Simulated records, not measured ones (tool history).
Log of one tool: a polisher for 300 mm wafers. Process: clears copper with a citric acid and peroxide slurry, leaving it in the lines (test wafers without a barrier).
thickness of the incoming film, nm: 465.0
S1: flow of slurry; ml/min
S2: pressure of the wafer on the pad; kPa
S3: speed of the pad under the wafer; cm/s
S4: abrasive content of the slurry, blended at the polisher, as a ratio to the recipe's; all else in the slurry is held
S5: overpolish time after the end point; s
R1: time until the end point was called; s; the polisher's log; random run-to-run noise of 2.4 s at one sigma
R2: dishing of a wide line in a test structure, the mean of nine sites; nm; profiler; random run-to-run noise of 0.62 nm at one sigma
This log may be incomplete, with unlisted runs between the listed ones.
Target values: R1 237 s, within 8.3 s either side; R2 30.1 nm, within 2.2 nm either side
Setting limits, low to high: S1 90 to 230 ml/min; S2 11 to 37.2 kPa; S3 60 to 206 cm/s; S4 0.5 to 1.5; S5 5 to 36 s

Run 1, day 0: S1 150 ml/min, S2 24.1 kPa, S3 132 cm/s, S4 1, S5 18 s. Result: R1 154.9 s, R2 32.667 nm.
Run 2, day 0.317: S1 175 ml/min, S2 24.1 kPa, S3 132 cm/s, S4 1, S5 18 s. Result: R1 149.49 s, R2 31.748 nm.
Run 3, day 0.671: S1 175 ml/min, S2 24.1 kPa, S3 132 cm/s, S4 1.15, S5 18 s. Result: R1 144.93 s, R2 31.401 nm.
Run 4, day 1: S1 175 ml/min, S2 19.3 kPa, S3 132 cm/s, S4 1.15, S5 18 s. Result: R1 180.82 s, R2 28.047 nm.
Run 5, day 1.112: S1 170 ml/min, S2 18.6 kPa, S3 132 cm/s, S4 1.15, S5 19 s. Result: R1 188.89 s, R2 27.578 nm.
Run 6, day 1.312: S1 165 ml/min, S2 17.9 kPa, S3 132 cm/s, S4 1.15, S5 20 s. Result: R1 194.25 s, R2 28.082 nm.
Run 7, day 1.333: S1 160 ml/min, S2 17.2 kPa, S3 132 cm/s, S4 1.15, S5 21 s. Result: R1 202.43 s, R2 28.047 nm.
Run 8, day 1.583: S1 155 ml/min, S2 16.5 kPa, S3 132 cm/s, S4 1.15, S5 22 s. Result: R1 215 s, R2 28.533 nm.
Run 9, day 1.704: S1 150 ml/min, S2 16.5 kPa, S3 132 cm/s, S4 1.15, S5 22 s. Result: R1 213.97 s, R2 28.194 nm.
Run 10, day 1.871: S1 145 ml/min, S2 16.5 kPa, S3 132 cm/s, S4 1.15, S5 23 s. Result: R1 215.97 s, R2 28.987 nm.
Run 11, day 1.938: S1 125 ml/min, S2 14.5 kPa, S3 132 cm/s, S4 1.15, S5 26 s. Result: R1 253.8 s, R2 28.095 nm.
Run 12, day 2.296: S1 130 ml/min, S2 14.5 kPa, S3 132 cm/s, S4 1.15, S5 26 s. Result: R1 249.89 s, R2 28.975 nm.
Run 13, day 2.646: S1 135 ml/min, S2 14.5 kPa, S3 132 cm/s, S4 1.15, S5 26 s. Result: R1 248.45 s, R2 28.601 nm.
Run 14, day 2.758: S1 140 ml/min, S2 14.5 kPa, S3 132 cm/s, S4 1.15, S5 26 s. Result: R1 246.6 s, R2 29.072 nm.
Run 15, day 2.867: S1 140 ml/min, S2 14.5 kPa, S3 132 cm/s, S4 1.15, S5 26 s. Result: R1 246.51 s, R2 28.528 nm.

Of the 4 settings listed for the next run, only one would bring every result within its allowed miss of target. Which one?
Run A, day 2.975: S1 165 ml/min, S2 13.1 kPa, S3 130 cm/s, S4 1.2, S5 33 s. Result: R1 ?, R2 ?.
Run B, day 2.975: S1 125 ml/min, S2 13.8 kPa, S3 134 cm/s, S4 1.15, S5 25 s. Result: R1 ?, R2 ?.
Run C, day 2.975: S1 135 ml/min, S2 15.9 kPa, S3 118 cm/s, S4 1.15, S5 22 s. Result: R1 ?, R2 ?.
Run D, day 2.975: S1 135 ml/min, S2 14.5 kPa, S3 140 cm/s, S4 1.15, S5 27 s. Result: R1 ?, R2 ?.

move      R1      R2
   A  264.97   32.93
   B   263.1  27.718
   C  248.54  26.512
   D  238.89  31.119
A: misses by more than the last run did
B: misses by more than the last run did
C: misses by more than the last run did
D: all results land within tolerance of their targets
So the answer is move D, the one that meets all the targets.
